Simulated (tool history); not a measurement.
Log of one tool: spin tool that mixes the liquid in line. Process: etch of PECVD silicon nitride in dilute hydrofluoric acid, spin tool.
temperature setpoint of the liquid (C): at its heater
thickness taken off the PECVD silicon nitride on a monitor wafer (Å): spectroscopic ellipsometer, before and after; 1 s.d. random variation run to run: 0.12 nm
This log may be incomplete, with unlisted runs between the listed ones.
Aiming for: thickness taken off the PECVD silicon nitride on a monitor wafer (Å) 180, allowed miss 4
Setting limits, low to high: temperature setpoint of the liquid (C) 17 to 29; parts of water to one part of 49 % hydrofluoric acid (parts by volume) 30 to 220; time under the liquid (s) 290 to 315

run,hour,temperature setpoint of the liquid (C),parts of water to one part of 49 % hydrofluoric acid (parts by volume),time under the liquid (s),thickness taken off the PECVD silicon nitride on a monitor wafer (Å)
1,0,21,125,290,75.656
2,6.2,21,125,315,81.238
3,7.8,22.5,120,315,94.174
4,8.3,24,120,315,104.08
5,9.1,26.5,120,315,121.9
6,10.9,27,115,315,131.52
7,16.4,27.5,110,315,140.87
8,25,27.5,105,315,150.64
9,27.9,28.5,100,315,166.51

Of the 5 settings listed for the next run, only one would bring every result within its allowed miss of target. Which one?
A,30.8,28,90,315,?
B,30.8,28,100,300,?
C,30.8,28.5,95,290,?
D,30.8,29,100,290,?
E,30.8,29,110,305,?

move,thickness taken off the PECVD silicon nitride on a monitor wafer (Å)
A,180.22
B,154.5
C,162.3
D,159.15
E,152.12
A: every result within its allowed miss
B: further off than the last run
C: further off than the last run
D: further off than the last run
E: further off than the last run
So the answer is move A, the one that meets all the targets.

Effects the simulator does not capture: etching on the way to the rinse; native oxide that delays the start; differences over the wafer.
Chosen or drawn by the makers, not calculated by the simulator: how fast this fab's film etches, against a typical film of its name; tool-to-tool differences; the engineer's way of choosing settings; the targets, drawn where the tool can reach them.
